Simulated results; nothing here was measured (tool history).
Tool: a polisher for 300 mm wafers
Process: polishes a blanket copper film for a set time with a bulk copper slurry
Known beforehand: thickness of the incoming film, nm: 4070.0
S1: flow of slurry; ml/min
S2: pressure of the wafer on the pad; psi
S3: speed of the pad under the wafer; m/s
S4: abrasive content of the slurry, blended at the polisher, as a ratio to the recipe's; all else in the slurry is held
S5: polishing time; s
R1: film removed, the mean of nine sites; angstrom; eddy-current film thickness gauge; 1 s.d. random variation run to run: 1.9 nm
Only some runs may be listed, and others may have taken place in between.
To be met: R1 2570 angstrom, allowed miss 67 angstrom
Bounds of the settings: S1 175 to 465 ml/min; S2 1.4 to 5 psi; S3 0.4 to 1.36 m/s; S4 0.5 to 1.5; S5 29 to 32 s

| run | hour | S1 | S2 | S3 | S4 | S5 | R1 |
|---|---|---|---|---|---|---|---|
| 1 | 0 | 295 | 3.2 | 0.88 | 1 | 32 | 2742.8 |
| 2 | 3.4 | 295 | 3.2 | 0.74 | 1 | 32 | 2415.4 |
| 3 | 8.9 | 295 | 3.2 | 0.74 | 0.85 | 32 | 2284.3 |
| 4 | 14.4 | 295 | 3.2 | 0.74 | 1.05 | 32 | 2430.8 |
| 5 | 16.9 | 295 | 3.2 | 0.74 | 1.05 | 29 | 2224.3 |
| 6 | 19.2 | 240 | 3.2 | 0.74 | 1.05 | 29 | 2202.5 |
| 7 | 21.7 | 250 | 3.3 | 0.74 | 1.05 | 29 | 2227 |
|  | 27.3 | slurry blender recalibrated |
| 8 | 27.3 | 285 | 3.4 | 0.74 | 1.05 | 29 | 2496.5 |
| 9 | 33.2 | 290 | 3.4 | 0.74 | 1.05 | 29 | 2481.2 |
| 10 | 36.6 | 300 | 3.4 | 0.74 | 1.05 | 29 | 2503.5 |
| 11 | 44.9 | 305 | 3.4 | 0.74 | 1.05 | 29 | 2498.3 |

Below are 5 possible settings for the next run. Only one of them brings all results inside the allowed miss of their targets. Which is it?
| A | 53.2 | 235 | 3.5 | 0.66 | 1.15 | 30 | ? |
| B | 53.2 | 305 | 2.9 | 0.74 | 1.1 | 32 | ? |
| C | 53.2 | 290 | 4 | 0.62 | 0.95 | 30 | ? |
| D | 53.2 | 275 | 3.2 | 0.74 | 1.05 | 29 | ? |
| E | 53.2 | 305 | 4.5 | 0.5 | 0.95 | 32 | ? |

| move | R1 |
|---|---|
| A | 2446.8 |
| B | 2559.1 |
| C | 2446.6 |
| D | 2409.2 |
| E | 2425.3 |
A: further off than the last run
B: every result lands within tolerance
C: further off than the last run
D: further off than the last run
E: further off than the last run
The move that meets every target is B.
